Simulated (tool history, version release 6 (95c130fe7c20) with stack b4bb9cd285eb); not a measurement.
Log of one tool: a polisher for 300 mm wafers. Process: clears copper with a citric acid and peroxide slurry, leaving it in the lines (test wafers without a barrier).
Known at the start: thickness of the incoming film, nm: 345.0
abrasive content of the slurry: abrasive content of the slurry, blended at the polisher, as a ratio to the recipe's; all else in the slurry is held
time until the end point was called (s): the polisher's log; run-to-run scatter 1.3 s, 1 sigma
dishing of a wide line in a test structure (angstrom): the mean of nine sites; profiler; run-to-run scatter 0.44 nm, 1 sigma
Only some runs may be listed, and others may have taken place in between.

run  hour  flow of slurry (ml/min)  pressure of the wafer on the pad (kPa)  speed of the pad under the wafer (m/s)  abrasive content of the slurry  overpolish time after the end point (s)  time until the end point was called (s)  dishing of a wide line in a test structure (angstrom)
  1   0.0                      285                                    23.4                                    1.22                            1.00                                       23                                   120.13                                                 375.53
  2   6.3                      240                                    23.4                                    1.22                            1.00                                       23                                   123.97                                                 374.09
  3  10.3                      240                                    23.4                                    1.12                            1.00                                       23                                   130.33                                                 352.25
  4  17.2                      240                                    23.4                                    1.12                            1.00                                       30                                   130.64                                                 445.10
  5  25.2                      240                                    23.4                                    1.12                            0.85                                       30                                   137.49                                                 419.48
  6  26.6                      245                                    22.8                                    1.12                            0.85                                       29                                   140.76                                                 404.85
  7  27.6                      245                                    22.1                                    1.12                            0.85                                       28                                   143.77                                                 381.13
     29.4  -- slurry blender recalibrated
  8  29.4                      245                                    21.4                                    1.12                            0.85                                       27                                   140.31                                                 376.56
  9  34.2                      240                                    15.9                                    1.12                            0.85                                       22                                   185.56                                                 241.37

The next listed run, before its measurement:
 10  42.6                      245                                    16.5                                    1.12                            0.85                                       22                                        ?                                                      ?

Run 10 yielded time until the end point was called (s) 180.94, dishing of a wide line in a test structure (angstrom) 253.46.

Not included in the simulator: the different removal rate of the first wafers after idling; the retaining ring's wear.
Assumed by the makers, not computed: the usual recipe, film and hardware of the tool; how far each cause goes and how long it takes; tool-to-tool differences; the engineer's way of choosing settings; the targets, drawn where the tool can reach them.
